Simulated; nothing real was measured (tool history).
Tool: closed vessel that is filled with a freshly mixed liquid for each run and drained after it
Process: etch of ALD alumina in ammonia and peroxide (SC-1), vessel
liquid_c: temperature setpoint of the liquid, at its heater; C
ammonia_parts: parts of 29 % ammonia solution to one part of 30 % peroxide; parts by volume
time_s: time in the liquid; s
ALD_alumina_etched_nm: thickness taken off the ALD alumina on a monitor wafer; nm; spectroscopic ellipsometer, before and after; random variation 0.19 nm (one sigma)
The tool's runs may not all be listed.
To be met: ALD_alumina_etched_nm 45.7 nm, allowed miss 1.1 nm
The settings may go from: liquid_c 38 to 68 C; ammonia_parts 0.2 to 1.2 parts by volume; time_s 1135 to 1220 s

{"run": 1, "day": 0.0, "liquid_c": 52, "ammonia_parts": 0.7, "time_s": 1135, "ALD_alumina_etched_nm": 72.497}
{"run": 2, "day": 0.075, "liquid_c": 52, "ammonia_parts": 0.7, "time_s": 1220, "ALD_alumina_etched_nm": 77.408}
{"run": 3, "day": 0.225, "liquid_c": 51, "ammonia_parts": 0.7, "time_s": 1220, "ALD_alumina_etched_nm": 73.318}
{"run": 4, "day": 0.471, "liquid_c": 51, "ammonia_parts": 0.95, "time_s": 1220, "ALD_alumina_etched_nm": 75.61}
{"run": 5, "day": 0.783, "liquid_c": 51, "ammonia_parts": 0.95, "time_s": 1135, "ALD_alumina_etched_nm": 70.603}
{"run": 6, "day": 1.025, "liquid_c": 46, "ammonia_parts": 0.95, "time_s": 1135, "ALD_alumina_etched_nm": 53.181}
{"run": 7, "day": 1.179, "liquid_c": 45.5, "ammonia_parts": 0.95, "time_s": 1135, "ALD_alumina_etched_nm": 51.835}
{"run": 8, "day": 1.367, "liquid_c": 45, "ammonia_parts": 0.95, "time_s": 1135, "ALD_alumina_etched_nm": 50.125}
{"run": 9, "day": 1.6, "liquid_c": 44, "ammonia_parts": 0.95, "time_s": 1135, "ALD_alumina_etched_nm": 47.257}

Which of these 5 next moves meets every target?
{"run": "A", "day": 1.833, "liquid_c": 44.5, "ammonia_parts": 1, "time_s": 1190, "ALD_alumina_etched_nm": "?"}
{"run": "B", "day": 1.833, "liquid_c": 43.5, "ammonia_parts": 0.95, "time_s": 1135, "ALD_alumina_etched_nm": "?"}
{"run": "C", "day": 1.833, "liquid_c": 44, "ammonia_parts": 1.1, "time_s": 1175, "ALD_alumina_etched_nm": "?"}
{"run": "D", "day": 1.833, "liquid_c": 44, "ammonia_parts": 0.75, "time_s": 1155, "ALD_alumina_etched_nm": "?"}
{"run": "E", "day": 1.833, "liquid_c": 43, "ammonia_parts": 0.8, "time_s": 1220, "ALD_alumina_etched_nm": "?"}

move=A ALD_alumina_etched_nm=51.502
move=B ALD_alumina_etched_nm=46.157
move=C ALD_alumina_etched_nm=49.872
move=D ALD_alumina_etched_nm=47.257
move=E ALD_alumina_etched_nm=47.417
A: further off than the last run
B: meets every target
C: further off than the last run
D: as far off as the last run
E: further off than the last run
The right move is B.

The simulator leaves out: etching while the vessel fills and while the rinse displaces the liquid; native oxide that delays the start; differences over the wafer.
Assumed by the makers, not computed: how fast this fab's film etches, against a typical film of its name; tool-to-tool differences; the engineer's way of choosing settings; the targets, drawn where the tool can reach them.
